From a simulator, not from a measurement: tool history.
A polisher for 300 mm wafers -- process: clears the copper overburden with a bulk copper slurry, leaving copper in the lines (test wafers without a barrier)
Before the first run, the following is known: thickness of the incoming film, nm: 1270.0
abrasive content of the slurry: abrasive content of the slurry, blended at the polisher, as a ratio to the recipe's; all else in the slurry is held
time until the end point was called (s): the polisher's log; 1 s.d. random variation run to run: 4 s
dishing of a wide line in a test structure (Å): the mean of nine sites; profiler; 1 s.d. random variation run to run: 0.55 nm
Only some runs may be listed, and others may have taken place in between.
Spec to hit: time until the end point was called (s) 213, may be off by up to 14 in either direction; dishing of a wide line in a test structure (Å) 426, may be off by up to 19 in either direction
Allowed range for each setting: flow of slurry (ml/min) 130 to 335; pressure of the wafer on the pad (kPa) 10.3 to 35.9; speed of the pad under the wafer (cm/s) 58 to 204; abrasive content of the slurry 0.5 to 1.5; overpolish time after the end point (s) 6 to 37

| run | day | flow of slurry (ml/min) | pressure of the wafer on the pad (kPa) | speed of the pad under the wafer (cm/s) | abrasive content of the slurry | overpolish time after the end point (s) | time until the end point was called (s) | dishing of a wide line in a test structure (Å) |
|---|---|---|---|---|---|---|---|---|
| 1 | 0 | 215 | 22.8 | 130 | 1 | 19 | 85.005 | 482.93 |
| 2 | 0.146 | 215 | 20.7 | 124 | 1 | 18 | 97.452 | 477.44 |
| 3 | 0.217 | 215 | 19.3 | 118 | 1 | 16 | 106.98 | 466.1 |
| 4 | 0.525 | 215 | 17.9 | 112 | 1 | 16 | 124.72 | 448.75 |
| 5 | 0.9 | 215 | 23.4 | 112 | 1 | 16 | 95.461 | 478.38 |
| 6 | 1.033 | 215 | 19.3 | 112 | 1 | 16 | 118.97 | 470.4 |
| 7 | 1.296 | 215 | 12.4 | 94 | 1 | 7 | 199.14 | 260.29 |
| 8 | 1.558 | 215 | 13.1 | 90 | 1 | 9 | 192.15 | 293.53 |
| 9 | 1.688 | 215 | 13.1 | 90 | 1 | 9 | 198.79 | 300.9 |
| 10 | 2.058 | 215 | 13.8 | 86 | 1 | 10 | 198.69 | 319.42 |
| 11 | 2.1 | 215 | 14.5 | 82 | 1 | 11 | 200.33 | 329.31 |
| 12 | 2.388 | 215 | 15.2 | 80 | 1 | 12 | 193.88 | 353.51 |
| 13 | 2.712 | 215 | 15.2 | 78 | 1 | 13 | 197.98 | 365.27 |
| 14 | 3 | 215 | 15.2 | 76 | 1 | 14 | 207.65 | 372.44 |

4 next moves are on the table. One of them brings every result within its allowed miss. Which?
| A | 3.288 | 220 | 13.8 | 70 | 0.85 | 19 | ? | ? |
| B | 3.288 | 250 | 15.9 | 58 | 1.2 | 17 | ? | ? |
| C | 3.288 | 310 | 18.6 | 58 | 1.1 | 22 | ? | ? |
| D | 3.288 | 220 | 13.8 | 82 | 1 | 16 | ? | ? |

| move | time until the end point was called (s) | dishing of a wide line in a test structure (Å) |
|---|---|---|
| A | 243.13 | 384.95 |
| B | 235.37 | 378.08 |
| C | 205.43 | 435.1 |
| D | 201.55 | 387.1 |
A: gains on the last run, yet a result remains outside its allowed miss
B: gains on the last run, yet a result remains outside its allowed miss
C: each result inside its tolerance
D: gains on the last run, yet a result remains outside its allowed miss
The right move is C.
